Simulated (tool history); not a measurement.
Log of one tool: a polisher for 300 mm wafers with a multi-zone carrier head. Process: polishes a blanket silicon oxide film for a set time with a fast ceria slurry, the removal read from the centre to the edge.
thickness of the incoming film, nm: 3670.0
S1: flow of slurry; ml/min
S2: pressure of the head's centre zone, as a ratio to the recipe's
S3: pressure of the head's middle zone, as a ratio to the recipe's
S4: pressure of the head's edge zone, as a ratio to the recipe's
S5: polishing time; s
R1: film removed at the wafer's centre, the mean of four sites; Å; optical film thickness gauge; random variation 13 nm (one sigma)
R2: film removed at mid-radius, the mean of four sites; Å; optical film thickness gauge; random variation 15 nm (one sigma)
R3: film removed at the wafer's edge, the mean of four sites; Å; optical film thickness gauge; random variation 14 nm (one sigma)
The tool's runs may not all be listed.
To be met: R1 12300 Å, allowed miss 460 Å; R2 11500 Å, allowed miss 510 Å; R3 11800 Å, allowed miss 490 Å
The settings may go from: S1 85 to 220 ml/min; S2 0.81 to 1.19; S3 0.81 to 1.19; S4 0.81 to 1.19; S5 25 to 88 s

Run 1, hour 0: S1 140 ml/min, S2 1, S3 1, S4 1, S5 56 s. Result: R1 7191.6 Å, R2 6796.1 Å, R3 6939.9 Å.
Run 2, hour 1.5: S1 140 ml/min, S2 0.96, S3 1, S4 1, S5 56 s. Result: R1 6869.2 Å, R2 6893.7 Å, R3 7199.9 Å.
Run 3, hour 6.4: S1 140 ml/min, S2 0.9, S3 1, S4 1, S5 56 s. Result: R1 6374.1 Å, R2 6751.7 Å, R3 7112.9 Å.
Run 4, hour 8.5: S1 140 ml/min, S2 0.9, S3 1, S4 1, S5 44 s. Result: R1 5083.7 Å, R2 5343.3 Å, R3 5523.9 Å.
Run 5, hour 9.1: S1 140 ml/min, S2 0.9, S3 1, S4 1.06, S5 44 s. Result: R1 5070.7 Å, R2 5305.9 Å, R3 5748.2 Å.
At hour 11.1: worn pad replaced by a new one.
Run 6, hour 11.1: S1 140 ml/min, S2 0.9, S3 1, S4 1.06, S5 38 s. Result: R1 4882.3 Å, R2 5098.8 Å, R3 5465.6 Å.
Run 7, hour 15.9: S1 145 ml/min, S2 0.93, S3 1.02, S4 1.08, S5 43 s. Result: R1 5539.9 Å, R2 5903.2 Å, R3 6258.9 Å.
Run 8, hour 20.3: S1 155 ml/min, S2 0.97, S3 1.03, S4 1.1, S5 45 s. Result: R1 6095.5 Å, R2 6064.1 Å, R3 6580.9 Å.
Run 9, hour 21.6: S1 160 ml/min, S2 1, S3 1.05, S4 1.11, S5 48 s. Result: R1 6946.4 Å, R2 6904 Å, R3 7025.3 Å.
Run 10, hour 22.9: S1 160 ml/min, S2 1.01, S3 1.05, S4 1.12, S5 52 s. Result: R1 7582 Å, R2 7431.7 Å, R3 7822.2 Å.
Run 11, hour 24: S1 165 ml/min, S2 1.02, S3 1.06, S4 1.13, S5 54 s. Result: R1 7902.5 Å, R2 7463.7 Å, R3 8154.1 Å.
Run 12, hour 28.9: S1 165 ml/min, S2 1.03, S3 1.08, S4 1.13, S5 57 s. Result: R1 8618.9 Å, R2 8328.3 Å, R3 8742.2 Å.
Run 13, hour 37.2: S1 170 ml/min, S2 1.04, S3 1.09, S4 1.14, S5 58 s. Result: R1 8794.5 Å, R2 8446.1 Å, R3 8928.1 Å.
Run 14, hour 38.4: S1 175 ml/min, S2 1.05, S3 1.1, S4 1.15, S5 60 s. Result: R1 9204.7 Å, R2 8740.4 Å, R3 9333.8 Å.
Run 15, hour 46.8: S1 175 ml/min, S2 1.06, S3 1.11, S4 1.15, S5 62 s. Result: R1 9543.7 Å, R2 9267 Å, R3 9619.5 Å.

Which of these 4 next moves meets every target?
Run A, hour 55.2: S1 175 ml/min, S2 1.05, S3 1.19, S4 1.19, S5 72 s. Result: R1 ?, R2 ?, R3 ?.
Run B, hour 55.2: S1 190 ml/min, S2 1.18, S3 1.19, S4 0.98, S5 49 s. Result: R1 ?, R2 ?, R3 ?.
Run C, hour 55.2: S1 170 ml/min, S2 1.12, S3 1.19, S4 1.19, S5 75 s. Result: R1 ?, R2 ?, R3 ?.
Run D, hour 55.2: S1 205 ml/min, S2 1.03, S3 1.02, S4 1.17, S5 50 s. Result: R1 ?, R2 ?, R3 ?.

move      R1      R2      R3
   A   11229   10873   11212
   B  8728.3  7498.8  6992.6
   C   12411   11264   11635
   D  7862.3  7101.7  7874.6
A: nearer than the last run, and not there yet
B: further off than the last run
C: meets every target
D: further off than the last run
Move C is the one to make.
